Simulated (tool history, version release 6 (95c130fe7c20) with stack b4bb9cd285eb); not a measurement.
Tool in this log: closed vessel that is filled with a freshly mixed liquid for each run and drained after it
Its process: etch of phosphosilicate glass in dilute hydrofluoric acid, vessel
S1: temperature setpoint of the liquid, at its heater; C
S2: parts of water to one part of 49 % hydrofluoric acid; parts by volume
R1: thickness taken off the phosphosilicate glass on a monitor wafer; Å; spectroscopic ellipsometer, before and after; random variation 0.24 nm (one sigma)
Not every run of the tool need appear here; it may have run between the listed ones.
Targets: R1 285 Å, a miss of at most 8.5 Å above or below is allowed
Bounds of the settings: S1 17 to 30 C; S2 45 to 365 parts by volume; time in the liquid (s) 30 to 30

run 1 hour=0 | S1=22 S2=205 time_in_the_liquid_(s)=30 | R1=109.08
run 2 hour=3.9 | S1=22 S2=205 time_in_the_liquid_(s)=30 | R1=112.01
run 3 hour=12 | S1=22 S2=205 time_in_the_liquid_(s)=30 | R1=110.28
run 4 hour=19.9 | S1=22 S2=150 time_in_the_liquid_(s)=30 | R1=157.86
run 5 hour=27.9 | S1=23.5 S2=140 time_in_the_liquid_(s)=30 | R1=183.54
run 6 hour=33.4 | S1=25 S2=135 time_in_the_liquid_(s)=30 | R1=204.69
run 7 hour=39.8 | S1=26 S2=130 time_in_the_liquid_(s)=30 | R1=221.76
run 8 hour=46.1 | S1=27 S2=130 time_in_the_liquid_(s)=30 | R1=229.49
run 9 hour=54.2 | S1=27.5 S2=125 time_in_the_liquid_(s)=30 | R1=244.84
run 10 hour=58.1 | S1=28 S2=125 time_in_the_liquid_(s)=30 | R1=249.3
run 11 hour=66.9 | S1=28.5 S2=125 time_in_the_liquid_(s)=30 | R1=255.1
run 12 hour=72.2 | S1=29 S2=125 time_in_the_liquid_(s)=30 | R1=257.38
run 13 hour=77.9 | S1=29.5 S2=120 time_in_the_liquid_(s)=30 | R1=273.96

Pick the move, out of 4, that brings all results within their allowed miss; only one does.
run A hour=83.6 | S1=27.5 S2=120 time_in_the_liquid_(s)=30 | R1=?
run B hour=83.6 | S1=26.5 S2=105 time_in_the_liquid_(s)=30 | R1=?
run C hour=83.6 | S1=29.5 S2=125 time_in_the_liquid_(s)=30 | R1=?
run D hour=83.6 | S1=30 S2=125 time_in_the_liquid_(s)=30 | R1=?

move=A R1=255.2
move=B R1=286.23
move=C R1=262.24
move=D R1=267.11
A: the biggest miss grows against the last run
B: every result within its allowed miss
C: the biggest miss grows against the last run
D: the biggest miss grows against the last run
B is the move that brings every result within its allowed miss.

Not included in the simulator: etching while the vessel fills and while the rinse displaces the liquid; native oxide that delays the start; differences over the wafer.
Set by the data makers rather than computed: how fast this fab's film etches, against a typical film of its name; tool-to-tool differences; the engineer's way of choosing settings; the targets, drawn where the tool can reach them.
